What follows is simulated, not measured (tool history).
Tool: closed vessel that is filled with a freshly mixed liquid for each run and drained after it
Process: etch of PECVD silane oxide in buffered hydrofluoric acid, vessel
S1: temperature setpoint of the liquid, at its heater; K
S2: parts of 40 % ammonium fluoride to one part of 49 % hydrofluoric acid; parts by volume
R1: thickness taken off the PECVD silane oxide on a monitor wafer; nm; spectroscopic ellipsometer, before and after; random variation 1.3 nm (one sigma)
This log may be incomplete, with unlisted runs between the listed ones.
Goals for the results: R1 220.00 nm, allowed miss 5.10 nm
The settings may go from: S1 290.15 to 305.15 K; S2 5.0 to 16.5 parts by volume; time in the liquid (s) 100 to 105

run 1 hour=0.0 | S1=298.15 S2=10.0 time_in_the_liquid_(s)=100 | R1=284.02
run 2 hour=2.7 | S1=298.15 S2=10.0 time_in_the_liquid_(s)=105 | R1=301.16
run 3 hour=9.5 | S1=298.15 S2=10.0 time_in_the_liquid_(s)=105 | R1=293.48
run 4 hour=12.6 | S1=298.15 S2=10.0 time_in_the_liquid_(s)=100 | R1=281.45
run 5 hour=15.3 | S1=297.15 S2=10.0 time_in_the_liquid_(s)=100 | R1=268.90
run 6 hour=19.2 | S1=296.15 S2=10.0 time_in_the_liquid_(s)=100 | R1=253.60
-- hour=24.8 hydrofluoric acid flow meter replaced
run 7 hour=24.8 | S1=295.65 S2=10.0 time_in_the_liquid_(s)=100 | R1=273.76
run 8 hour=31.7 | S1=291.65 S2=11.5 time_in_the_liquid_(s)=100 | R1=190.58
run 9 hour=34.6 | S1=292.15 S2=11.5 time_in_the_liquid_(s)=100 | R1=195.66
run 10 hour=43.7 | S1=292.65 S2=11.5 time_in_the_liquid_(s)=100 | R1=201.45

Which single option among these 4 for the next run brings every result within its allowed miss of target? Just one does.
run A hour=52.8 | S1=292.65 S2=11.0 time_in_the_liquid_(s)=105 | R1=?
run B hour=52.8 | S1=293.65 S2=12.5 time_in_the_liquid_(s)=100 | R1=?
run C hour=52.8 | S1=294.15 S2=12.5 time_in_the_liquid_(s)=105 | R1=?
run D hour=52.8 | S1=294.65 S2=11.5 time_in_the_liquid_(s)=105 | R1=?

move=A R1=221.91
move=B R1=197.26
move=C R1=212.98
move=D R1=237.58
A: each result inside its tolerance
B: lands further from the targets than the last run did
C: closes in on the targets versus the last run, not all within tolerance yet
D: moves the result that the last run missed by most past its target, out the other side
Go with A: it meets all targets.
